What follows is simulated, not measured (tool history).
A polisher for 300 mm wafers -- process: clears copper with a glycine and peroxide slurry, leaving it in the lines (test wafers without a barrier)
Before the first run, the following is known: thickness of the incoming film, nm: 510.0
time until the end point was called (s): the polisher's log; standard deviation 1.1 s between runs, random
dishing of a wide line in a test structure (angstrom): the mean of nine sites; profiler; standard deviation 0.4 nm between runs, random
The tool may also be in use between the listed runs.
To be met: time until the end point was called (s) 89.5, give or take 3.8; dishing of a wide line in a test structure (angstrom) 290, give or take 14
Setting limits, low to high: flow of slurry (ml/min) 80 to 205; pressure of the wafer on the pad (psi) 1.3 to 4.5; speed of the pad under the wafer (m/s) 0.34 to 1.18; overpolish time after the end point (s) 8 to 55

run,hour,flow of slurry (ml/min),pressure of the wafer on the pad (psi),speed of the pad under the wafer (m/s),overpolish time after the end point (s),time until the end point was called (s),dishing of a wide line in a test structure (angstrom)
1,0,135,2.9,0.76,28,109.38,585.74
2,2.8,135,2.9,0.58,28,131.94,542.06
3,3.9,155,2.4,0.76,22,115.72,487.7
4,10.1,155,2.4,0.76,28,115.03,565.79
5,16.6,140,2.4,0.76,28,117.57,574.15
6,24.7,140,2.8,0.76,28,109.2,592.84
7,27.3,160,2.3,0.84,22,111.45,494.49
8,29,175,2,0.94,18,109.32,441.28
9,31.5,185,1.9,1.02,15,104.73,405.55
10,36.9,190,1.8,1.06,13,102.4,367.32
11,38.2,195,1.8,1.1,11,101.84,329.67
12,43.8,200,1.9,1.12,10,96.431,320.91
13,45.7,200,1.9,1.12,10,95.197,322.2
14,51.1,200,1.9,1.14,9,96.842,301.16

Consider the 5 candidate settings below. Which is the only one whose results all fall within their allowed miss of target?
A,56.5,205,1.4,1.16,11,?,?
B,56.5,200,2.5,1.18,8,?,?
C,56.5,195,2,1,11,?,?
D,56.5,205,2.1,1.18,8,?,?
E,56.5,155,2.6,0.82,10,?,?

move,time until the end point was called (s),dishing of a wide line in a test structure (angstrom)
A,108.29,318.24
B,81.446,315.06
C,103.36,334.35
D,88.989,292.63
E,107.7,304.34
A: the biggest miss grows against the last run
B: carries the result that was furthest off beyond its target, to the other side
C: the biggest miss grows against the last run
D: in spec on every target
E: the biggest miss grows against the last run
The right move is D.
